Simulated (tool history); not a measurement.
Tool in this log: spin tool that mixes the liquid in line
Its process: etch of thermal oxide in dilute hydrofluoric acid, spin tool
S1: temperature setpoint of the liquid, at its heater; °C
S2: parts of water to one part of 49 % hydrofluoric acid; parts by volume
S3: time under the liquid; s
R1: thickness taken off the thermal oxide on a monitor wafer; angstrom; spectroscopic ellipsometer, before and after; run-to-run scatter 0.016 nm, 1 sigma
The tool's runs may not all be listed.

run,hour,S1,S2,S3,R1
1,0,20,70,95,51.755
2,8.9,20,70,70,37.32
3,17.8,20,70,95,51.307
4,26.5,20,80,95,44.367
5,30.8,20,80,70,32.329
6,34.5,20,100,70,25.586

The next listed run, before its measurement:
7,41.7,19.5,100,70,?

R1: 25.184 angstrom
